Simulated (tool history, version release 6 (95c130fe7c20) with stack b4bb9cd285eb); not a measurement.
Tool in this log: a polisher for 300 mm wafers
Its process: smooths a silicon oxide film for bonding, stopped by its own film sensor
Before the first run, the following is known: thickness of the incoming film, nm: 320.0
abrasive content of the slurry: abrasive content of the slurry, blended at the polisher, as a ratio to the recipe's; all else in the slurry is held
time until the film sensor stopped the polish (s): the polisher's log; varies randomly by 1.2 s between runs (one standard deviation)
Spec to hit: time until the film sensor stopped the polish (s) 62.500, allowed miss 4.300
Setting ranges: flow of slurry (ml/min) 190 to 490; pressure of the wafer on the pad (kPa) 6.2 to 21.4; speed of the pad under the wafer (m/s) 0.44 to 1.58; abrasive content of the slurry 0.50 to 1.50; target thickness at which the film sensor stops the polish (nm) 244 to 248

run,hour,flow of slurry (ml/min),pressure of the wafer on the pad (kPa),speed of the pad under the wafer (m/s),abrasive content of the slurry,target thickness at which the film sensor stops the polish (nm),time until the film sensor stopped the polish (s)
1,0.0,315,13.8,1.00,1.00,248,91.077
2,7.9,315,15.2,1.02,1.00,248,83.571
3,14.8,315,15.2,1.02,1.00,248,77.905
4,18.9,315,15.2,1.02,1.00,248,82.087
5,23.8,315,15.9,1.04,1.00,248,76.125
6,30.8,315,16.5,1.04,1.00,248,74.221
7,35.8,315,16.5,1.04,1.00,248,72.396
8,36.6,315,17.2,1.04,1.00,248,70.917
9,42.9,315,17.9,1.04,1.00,248,68.860
10,51.4,315,17.9,1.04,1.00,248,67.429

Below are 4 possible settings for the next run. Only one of them brings all results inside the allowed miss of their targets. Which is it?
A,59.9,320,16.5,0.98,1.15,247,?
B,59.9,340,18.6,1.06,1.00,248,?
C,59.9,415,19.3,1.10,1.25,246,?
D,59.9,315,20.0,1.12,1.20,248,?

move,time until the film sensor stopped the polish (s)
A,72.050
B,64.239
C,53.812
D,51.973
A: lands further from the targets than the last run did
B: meets every target
C: takes the biggest miss from the last run beyond its target
D: takes the biggest miss from the last run beyond its target
Go with B: it meets all targets.

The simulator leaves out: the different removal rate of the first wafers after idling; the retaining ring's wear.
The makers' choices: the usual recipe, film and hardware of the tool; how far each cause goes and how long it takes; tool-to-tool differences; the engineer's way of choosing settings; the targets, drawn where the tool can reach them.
